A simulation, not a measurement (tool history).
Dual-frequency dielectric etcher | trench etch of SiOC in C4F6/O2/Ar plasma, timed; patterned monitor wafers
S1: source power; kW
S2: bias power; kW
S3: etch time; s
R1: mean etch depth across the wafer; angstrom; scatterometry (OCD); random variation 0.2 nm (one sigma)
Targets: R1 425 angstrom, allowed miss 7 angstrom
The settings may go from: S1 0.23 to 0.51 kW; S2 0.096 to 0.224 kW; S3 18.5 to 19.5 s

run	hour	S1	S2	S3	R1
1	0	0.37	0.16	18.5	343.71
2	2	0.33	0.16	18.5	320.29
3	6.1	0.39	0.163	18.5	353.14
4	9.1	0.39	0.173	18.5	366.49
5	14.4	0.39	0.161	18.5	350.31
6	18.3	0.43	0.166	18.5	380.05
7	20.2	0.45	0.167	18.5	387.54
8	25.3	0.47	0.169	18.5	399.9

Which of these 5 next moves meets every target?
A	30.4	0.47	0.152	19.5	?
B	30.4	0.49	0.168	18.5	?
C	30.4	0.43	0.194	18.5	?
D	30.4	0.48	0.175	19	?
E	30.4	0.49	0.158	19	?

move	R1
A	406.9
B	414.12
C	413.7
D	428.99
E	412.99
A: nearer than the last run, and not there yet
B: nearer than the last run, and not there yet
C: nearer than the last run, and not there yet
D: meets every target
E: nearer than the last run, and not there yet
The right move is D.

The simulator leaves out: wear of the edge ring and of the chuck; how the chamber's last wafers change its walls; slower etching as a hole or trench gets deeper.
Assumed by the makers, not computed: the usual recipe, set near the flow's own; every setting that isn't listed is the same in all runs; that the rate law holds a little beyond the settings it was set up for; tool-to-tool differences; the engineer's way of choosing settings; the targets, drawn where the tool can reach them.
